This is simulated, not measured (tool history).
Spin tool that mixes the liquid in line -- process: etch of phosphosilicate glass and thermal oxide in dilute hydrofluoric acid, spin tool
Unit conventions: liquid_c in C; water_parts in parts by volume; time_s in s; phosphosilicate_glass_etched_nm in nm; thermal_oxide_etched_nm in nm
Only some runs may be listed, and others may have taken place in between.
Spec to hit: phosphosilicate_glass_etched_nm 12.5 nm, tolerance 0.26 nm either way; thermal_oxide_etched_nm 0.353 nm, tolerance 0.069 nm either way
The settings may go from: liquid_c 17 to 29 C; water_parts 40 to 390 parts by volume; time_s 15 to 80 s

| run | hour | liquid_c | water_parts | time_s | phosphosilicate_glass_etched_nm | thermal_oxide_etched_nm |
|---|---|---|---|---|---|---|
| 1 | 0 | 21 | 215 | 40 | 24.032 | 0.63635 |
| 2 | 6.9 | 20.5 | 225 | 40 | 22.445 | 0.65965 |
| 3 | 15.8 | 20.5 | 225 | 25 | 13.741 | 0.35371 |
| 4 | 21.8 | 20 | 225 | 25 | 13.758 | 0.42753 |
| 5 | 26.6 | 20 | 285 | 25 | 10.206 | 0.28858 |
| 6 | 31.3 | 17.5 | 285 | 25 | 9.2513 | 0.26556 |
| 7 | 40.1 | 18.5 | 285 | 25 | 9.6649 | 0.25574 |
| 8 | 48.8 | 19.5 | 285 | 25 | 10.124 | 0.29581 |
| 9 | 57.1 | 20 | 285 | 25 | 10.228 | 0.30716 |
| 10 | 61.5 | 20.5 | 285 | 25 | 10.343 | 0.29144 |
| 11 | 69.3 | 21 | 285 | 25 | 10.567 | 0.293 |
| 12 | 73.2 | 21.5 | 285 | 25 | 10.72 | 0.29016 |
| 13 | 75.5 | 22 | 285 | 25 | 10.849 | 0.31292 |
| 14 | 80.6 | 22.5 | 285 | 25 | 11.071 | 0.30578 |
| 15 | 87.4 | 23 | 285 | 25 | 11.461 | 0.30194 |
| 16 | 90 | 24 | 280 | 25 | 11.835 | 0.36447 |

Exercise: of the 5 proposed moves below, exactly one satisfies all targets within the stated allowed misses. Which move is it?
| A | 92.6 | 17 | 245 | 30 | ? | ? |
| B | 92.6 | 17.5 | 250 | 25 | ? | ? |
| C | 92.6 | 29 | 320 | 25 | ? | ? |
| D | 92.6 | 29 | 270 | 20 | ? | ? |
| E | 92.6 | 28.5 | 305 | 25 | ? | ? |

| move | phosphosilicate_glass_etched_nm | thermal_oxide_etched_nm |
|---|---|---|
| A | 13.13 | 0.40812 |
| B | 10.885 | 0.33834 |
| C | 11.936 | 0.37099 |
| D | 11.946 | 0.37132 |
| E | 12.518 | 0.3891 |
A: takes the result that was furthest off past its target
B: misses by more than the last run did
C: nearer than the last run, and not there yet
D: nearer than the last run, and not there yet
E: hits every target within its allowed miss
The right move is E.
